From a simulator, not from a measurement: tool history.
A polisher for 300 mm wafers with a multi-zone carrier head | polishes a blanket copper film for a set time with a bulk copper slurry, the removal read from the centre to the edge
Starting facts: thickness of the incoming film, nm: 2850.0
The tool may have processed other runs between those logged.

run,hour,flow of slurry (ml/min),pressure of the head's centre zone,pressure of the head's middle zone,pressure of the head's edge zone,abrasive content of the slurry,polishing time (s),film removed at the wafer's centre (Å),film removed at mid-radius (Å),film removed at the wafer's edge (Å)
1,0.0,305,1.00,1.00,1.00,1.00,34,2219.8,2276.1,2238.8
2,4.3,305,1.00,1.00,1.00,1.15,34,2305.6,2394.5,2328.1
3,12.4,300,0.98,1.00,1.00,1.15,34,2249.1,2410.8,2320.9
4,15.7,295,0.96,1.00,1.00,1.15,34,2242.6,2375.3,2325.9
5,19.9,295,0.96,1.00,1.00,1.30,34,2323.5,2493.2,2402.2
# hour 21.4: worn pad replaced by a new one
6,21.4,295,0.96,1.00,1.00,1.30,26,1935.6,2026.7,2022.9
7,23.7,300,0.95,1.02,1.02,1.30,26,1901.7,2068.6,2016.1
8,25.4,305,0.94,1.03,1.04,1.35,26,1933.4,2152.8,2075.0
9,27.7,310,0.93,1.03,1.06,1.35,26,1883.7,2118.1,2117.4
10,36.1,315,0.93,1.04,1.07,1.35,26,1897.7,2151.2,2105.8
11,39.0,320,0.93,1.05,1.09,1.35,26,1922.9,2152.7,2132.6
12,40.4,320,0.92,1.06,1.10,1.35,26,1914.3,2193.9,2129.2
13,45.3,325,0.91,1.07,1.11,1.35,26,1898.5,2146.6,2129.3
14,51.5,325,0.90,1.08,1.12,1.35,26,1884.2,2206.9,2157.3
15,58.2,325,0.89,1.09,1.13,1.35,26,1829.7,2210.5,2162.1

Run 16 comes next. What will it give?
16,65.8,330,0.89,1.10,1.14,1.35,26,?,?,?

film removed at the wafer's centre (Å): 1866.5
film removed at mid-radius (Å): 2261.9
film removed at the wafer's edge (Å): 2167.2

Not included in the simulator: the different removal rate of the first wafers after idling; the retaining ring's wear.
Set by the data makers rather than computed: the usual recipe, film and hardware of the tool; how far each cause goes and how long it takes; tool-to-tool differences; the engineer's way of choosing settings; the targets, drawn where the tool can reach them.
